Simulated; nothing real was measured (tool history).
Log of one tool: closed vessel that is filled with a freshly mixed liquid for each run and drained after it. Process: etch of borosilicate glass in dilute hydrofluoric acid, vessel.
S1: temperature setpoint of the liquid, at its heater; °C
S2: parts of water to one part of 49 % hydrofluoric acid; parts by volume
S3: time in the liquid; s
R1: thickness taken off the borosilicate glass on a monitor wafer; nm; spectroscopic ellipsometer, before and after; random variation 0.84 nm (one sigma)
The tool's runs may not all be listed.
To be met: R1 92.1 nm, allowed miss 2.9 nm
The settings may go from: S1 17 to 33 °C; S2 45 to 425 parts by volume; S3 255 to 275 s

Run 1, hour 0: S1 25 °C, S2 235 parts by volume, S3 255 s. Result: R1 30.776 nm.
Run 2, hour 7.2: S1 27 °C, S2 190 parts by volume, S3 255 s. Result: R1 42.738 nm.
Run 3, hour 15.2: S1 28.5 °C, S2 160 parts by volume, S3 255 s. Result: R1 55.632 nm.
Run 4, hour 21.7: S1 25 °C, S2 160 parts by volume, S3 255 s. Result: R1 48.86 nm.
Run 5, hour 26.8: S1 27 °C, S2 140 parts by volume, S3 255 s. Result: R1 61.455 nm.
Run 6, hour 35.6: S1 27 °C, S2 80 parts by volume, S3 255 s. Result: R1 115.36 nm.
Run 7, hour 38.4: S1 25 °C, S2 80 parts by volume, S3 255 s. Result: R1 107.98 nm.
Run 8, hour 44.5: S1 24 °C, S2 85 parts by volume, S3 255 s. Result: R1 96.125 nm.
Run 9, hour 53: S1 23.5 °C, S2 85 parts by volume, S3 255 s. Result: R1 95.616 nm.

Which of these 5 next moves meets every target?
Run A, hour 61.5: S1 24.5 °C, S2 85 parts by volume, S3 255 s. Result: R1 ?.
Run B, hour 61.5: S1 22 °C, S2 80 parts by volume, S3 260 s. Result: R1 ?.
Run C, hour 61.5: S1 23 °C, S2 90 parts by volume, S3 265 s. Result: R1 ?.
Run D, hour 61.5: S1 22.5 °C, S2 80 parts by volume, S3 260 s. Result: R1 ?.
Run E, hour 61.5: S1 25 °C, S2 90 parts by volume, S3 270 s. Result: R1 ?.

move      R1
   A  100.22
   B  98.752
   C   92.05
   D  100.79
   E  101.58
A: further off than the last run
B: further off than the last run
C: meets every target
D: further off than the last run
E: further off than the last run
Move C is the one to make.

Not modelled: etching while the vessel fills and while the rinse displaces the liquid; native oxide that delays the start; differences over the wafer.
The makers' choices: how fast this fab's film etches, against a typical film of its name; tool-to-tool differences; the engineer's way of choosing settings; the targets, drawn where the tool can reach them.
